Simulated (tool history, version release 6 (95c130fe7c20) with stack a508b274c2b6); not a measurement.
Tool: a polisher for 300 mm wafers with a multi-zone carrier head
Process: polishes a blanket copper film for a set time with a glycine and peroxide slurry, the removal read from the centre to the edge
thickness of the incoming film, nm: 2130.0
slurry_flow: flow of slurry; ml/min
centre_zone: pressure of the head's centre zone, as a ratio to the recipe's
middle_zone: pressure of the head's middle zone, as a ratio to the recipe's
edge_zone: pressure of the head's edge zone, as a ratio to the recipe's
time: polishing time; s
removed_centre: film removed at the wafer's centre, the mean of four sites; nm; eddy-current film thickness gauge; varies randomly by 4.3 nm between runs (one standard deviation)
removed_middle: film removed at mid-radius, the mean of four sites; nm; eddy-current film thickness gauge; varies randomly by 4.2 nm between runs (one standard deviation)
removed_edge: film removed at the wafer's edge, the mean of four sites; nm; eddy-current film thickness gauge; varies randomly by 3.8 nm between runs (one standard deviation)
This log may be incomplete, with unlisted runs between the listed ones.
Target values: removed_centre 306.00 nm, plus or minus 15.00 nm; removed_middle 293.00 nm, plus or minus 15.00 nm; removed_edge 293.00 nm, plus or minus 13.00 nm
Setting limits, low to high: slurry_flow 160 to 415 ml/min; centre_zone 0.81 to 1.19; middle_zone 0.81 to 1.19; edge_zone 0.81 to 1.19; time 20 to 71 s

run  hour  slurry_flow  centre_zone  middle_zone  edge_zone  time  removed_centre  removed_middle  removed_edge
  1   0.0          265         1.00         1.00       1.00    45          213.40          215.86        219.06
  2   4.1          270         1.03         1.02       1.02    48          242.07          237.38        237.24
  3   5.3          270         1.04         1.03       1.05    50          250.86          249.30        245.65
  4   6.0          270         1.04         0.99       1.05    50          258.71          240.97        244.28
  5  10.5          270         1.04         0.99       1.06    52          257.39          252.97        254.52
  6  13.2          270         1.05         0.99       1.07    54          272.88          254.08        268.90
  7  19.3          275         1.06         1.01       1.07    55          276.92          265.00        265.21
  8  21.4          275         1.06         1.01       1.07    57          288.75          271.98        280.58

Pick the move, out of 5, that brings all results within their allowed miss; only one does.
  A  23.5          335         1.09         1.19       1.03    55               ?               ?             ?
  B  23.5          340         1.02         1.00       1.04    60               ?               ?             ?
  C  23.5          350         1.19         1.14       1.09    52               ?               ?             ?
  D  23.5          240         1.03         0.81       1.09    62               ?               ?             ?
  E  23.5          255         1.08         1.13       1.06    55               ?               ?             ?

move  removed_centre  removed_middle  removed_edge
   A          291.78          312.16        260.63
   B          300.06          293.91        286.66
   C          299.50          285.24        254.29
   D          301.34          246.86        296.64
   E          281.41          291.22        259.62
A: takes the result that was furthest off past its target
B: meets every target
C: gets the furthest-off result to its target, but another result is out of tolerance
D: its largest miss is bigger than the last run's
E: gets the furthest-off result to its target, but another result is out of tolerance
The right move is B.

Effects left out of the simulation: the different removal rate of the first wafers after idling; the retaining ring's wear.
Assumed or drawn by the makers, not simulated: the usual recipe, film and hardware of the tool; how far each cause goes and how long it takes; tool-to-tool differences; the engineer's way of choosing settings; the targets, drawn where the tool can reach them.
